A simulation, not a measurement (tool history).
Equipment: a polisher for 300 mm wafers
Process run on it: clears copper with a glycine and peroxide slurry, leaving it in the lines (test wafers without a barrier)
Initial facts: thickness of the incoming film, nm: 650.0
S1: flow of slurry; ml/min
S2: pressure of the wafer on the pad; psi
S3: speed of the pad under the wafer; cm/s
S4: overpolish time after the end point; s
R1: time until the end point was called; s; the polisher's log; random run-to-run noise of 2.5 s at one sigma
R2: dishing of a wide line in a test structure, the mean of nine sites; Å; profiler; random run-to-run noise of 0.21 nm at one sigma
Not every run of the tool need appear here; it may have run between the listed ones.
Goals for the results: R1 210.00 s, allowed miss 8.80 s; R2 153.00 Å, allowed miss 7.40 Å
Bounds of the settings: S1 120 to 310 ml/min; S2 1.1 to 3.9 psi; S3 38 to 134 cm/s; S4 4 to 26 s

run	day	S1	S2	S3	S4	R1	R2
1	0.000	200	2.5	86	13	148.23	278.33
2	0.108	200	2.3	86	12	159.66	261.14
3	0.167	200	2.1	86	12	170.41	254.35
4	0.233	200	2.1	86	17	169.53	310.96
5	0.438	200	2.1	68	17	195.23	295.19
6	0.750	190	2.1	68	15	201.45	262.27
7	1.088	185	2.1	68	13	197.52	244.57
8	1.383	190	1.7	68	7	230.46	126.89

Below are 4 possible settings for the next run. Only one of them brings all results inside the allowed miss of their targets. Which is it?
A	1.679	185	1.9	68	6	?	?
B	1.679	185	1.7	82	8	?	?
C	1.679	195	1.5	62	10	?	?
D	1.679	175	1.8	42	9	?	?

move	R1	R2
A	214.47	117.43
B	210.31	153.28
C	261.15	155.97
D	276.31	136.14
A: the biggest miss grows against the last run
B: every result lands within tolerance
C: brings the result that was furthest off to its target, and leaves another outside
D: the biggest miss grows against the last run
The move that meets every target is B.

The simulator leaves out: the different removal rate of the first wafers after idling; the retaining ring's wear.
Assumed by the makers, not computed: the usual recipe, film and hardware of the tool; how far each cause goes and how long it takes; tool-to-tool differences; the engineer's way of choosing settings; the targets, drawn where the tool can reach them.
